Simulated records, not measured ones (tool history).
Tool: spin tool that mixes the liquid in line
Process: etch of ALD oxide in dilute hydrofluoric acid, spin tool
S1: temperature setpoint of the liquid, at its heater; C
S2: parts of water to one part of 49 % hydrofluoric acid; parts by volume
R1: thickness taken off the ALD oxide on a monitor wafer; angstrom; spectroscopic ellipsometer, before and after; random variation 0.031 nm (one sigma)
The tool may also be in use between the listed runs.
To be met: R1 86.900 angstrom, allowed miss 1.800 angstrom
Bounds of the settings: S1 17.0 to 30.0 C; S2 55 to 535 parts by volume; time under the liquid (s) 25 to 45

{"run": 1, "hour": 0.0, "S1": 22.0, "S2": 295, "time under the liquid (s)": 45, "R1": 22.011}
{"run": 2, "hour": 2.0, "S1": 22.0, "S2": 365, "time under the liquid (s)": 45, "R1": 16.706}
{"run": 3, "hour": 5.6, "S1": 20.0, "S2": 365, "time under the liquid (s)": 45, "R1": 15.619}
{"run": 4, "hour": 12.0, "S1": 22.0, "S2": 300, "time under the liquid (s)": 45, "R1": 21.479}
{"run": 5, "hour": 18.7, "S1": 22.0, "S2": 380, "time under the liquid (s)": 45, "R1": 15.818}
{"run": 6, "hour": 21.5, "S1": 18.5, "S2": 380, "time under the liquid (s)": 45, "R1": 13.958}
{"run": 7, "hour": 29.3, "S1": 21.0, "S2": 315, "time under the liquid (s)": 45, "R1": 19.356}
{"run": 8, "hour": 33.3, "S1": 23.0, "S2": 260, "time under the liquid (s)": 45, "R1": 26.592}
{"run": 9, "hour": 35.1, "S1": 24.5, "S2": 220, "time under the liquid (s)": 45, "R1": 34.622}
{"hour": 41.5, "done": "thermometer replaced"}
{"run": 10, "hour": 41.5, "S1": 25.5, "S2": 190, "time under the liquid (s)": 45, "R1": 47.141}
{"run": 11, "hour": 45.8, "S1": 29.5, "S2": 135, "time under the liquid (s)": 45, "R1": 82.06}
{"run": 12, "hour": 48.5, "S1": 30.0, "S2": 135, "time under the liquid (s)": 45, "R1": 83.113}
{"run": 13, "hour": 55.5, "S1": 30.0, "S2": 135, "time under the liquid (s)": 45, "R1": 83.088}
{"run": 14, "hour": 60.4, "S1": 30.0, "S2": 135, "time under the liquid (s)": 45, "R1": 84.044}
{"run": 15, "hour": 68.7, "S1": 30.0, "S2": 125, "time under the liquid (s)": 45, "R1": 91.202}
{"run": 16, "hour": 71.6, "S1": 29.5, "S2": 125, "time under the liquid (s)": 45, "R1": 89.634}

4 next moves are on the table. One of them brings every result within its allowed miss. Which?
{"run": "A", "hour": 74.5, "S1": 30.0, "S2": 135, "time under the liquid (s)": 45, "R1": "?"}
{"run": "B", "hour": 74.5, "S1": 30.0, "S2": 130, "time under the liquid (s)": 45, "R1": "?"}
{"run": "C", "hour": 74.5, "S1": 26.0, "S2": 120, "time under the liquid (s)": 45, "R1": "?"}
{"run": "D", "hour": 74.5, "S1": 27.0, "S2": 125, "time under the liquid (s)": 45, "R1": "?"}

move=A R1=83.059
move=B R1=86.835
move=C R1=82.050
move=D R1=81.310
A: takes the result that was furthest off past its target
B: meets every target
C: takes the result that was furthest off past its target
D: takes the result that was furthest off past its target
Answer: B

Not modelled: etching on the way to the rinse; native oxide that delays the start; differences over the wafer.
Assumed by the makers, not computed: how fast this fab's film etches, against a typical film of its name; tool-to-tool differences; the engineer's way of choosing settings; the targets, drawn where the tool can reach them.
